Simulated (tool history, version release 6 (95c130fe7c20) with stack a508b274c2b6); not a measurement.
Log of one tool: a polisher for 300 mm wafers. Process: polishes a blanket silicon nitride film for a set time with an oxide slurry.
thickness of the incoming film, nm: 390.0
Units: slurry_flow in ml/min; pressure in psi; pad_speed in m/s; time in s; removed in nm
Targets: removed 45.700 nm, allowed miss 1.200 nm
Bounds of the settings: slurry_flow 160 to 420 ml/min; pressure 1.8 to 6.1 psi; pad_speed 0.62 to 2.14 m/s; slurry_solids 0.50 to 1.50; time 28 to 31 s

Run 1, hour 0.0: slurry_flow 270 ml/min, pressure 3.9 psi, pad_speed 1.38 m/s, slurry_solids 1.00, time 31 s. Result: removed 18.949 nm.
Run 2, hour 6.8: slurry_flow 270 ml/min, pressure 3.9 psi, pad_speed 1.38 m/s, slurry_solids 1.00, time 31 s. Result: removed 19.056 nm.
Run 3, hour 8.5: slurry_flow 270 ml/min, pressure 3.9 psi, pad_speed 1.38 m/s, slurry_solids 0.80, time 31 s. Result: removed 17.414 nm.
Run 4, hour 9.2: slurry_flow 270 ml/min, pressure 3.9 psi, pad_speed 1.60 m/s, slurry_solids 0.80, time 31 s. Result: removed 18.549 nm.
Run 5, hour 13.4: slurry_flow 280 ml/min, pressure 4.5 psi, pad_speed 1.74 m/s, slurry_solids 0.85, time 31 s. Result: removed 23.190 nm.
Run 6, hour 19.3: slurry_flow 285 ml/min, pressure 4.9 psi, pad_speed 1.86 m/s, slurry_solids 0.95, time 31 s. Result: removed 28.195 nm.
Run 7, hour 22.2: slurry_flow 290 ml/min, pressure 5.2 psi, pad_speed 1.94 m/s, slurry_solids 1.00, time 31 s. Result: removed 31.739 nm.
Run 8, hour 23.8: slurry_flow 305 ml/min, pressure 6.1 psi, pad_speed 2.14 m/s, slurry_solids 1.20, time 31 s. Result: removed 43.720 nm.
Run 9, hour 28.5: slurry_flow 310 ml/min, pressure 6.1 psi, pad_speed 2.14 m/s, slurry_solids 1.25, time 31 s. Result: removed 43.848 nm.

Which of these 4 next moves meets every target?
Run A, hour 33.2: slurry_flow 295 ml/min, pressure 6.1 psi, pad_speed 2.14 m/s, slurry_solids 1.40, time 31 s. Result: removed ?.
Run B, hour 33.2: slurry_flow 275 ml/min, pressure 6.1 psi, pad_speed 2.14 m/s, slurry_solids 1.20, time 29 s. Result: removed ?.
Run C, hour 33.2: slurry_flow 290 ml/min, pressure 5.6 psi, pad_speed 2.14 m/s, slurry_solids 1.45, time 31 s. Result: removed ?.
Run D, hour 33.2: slurry_flow 285 ml/min, pressure 6.1 psi, pad_speed 2.14 m/s, slurry_solids 1.30, time 29 s. Result: removed ?.

move  removed
   A   45.431
   B   39.871
   C   42.254
   D   41.239
A: meets every target
B: further off than the last run
C: further off than the last run
D: further off than the last run
Answer: A
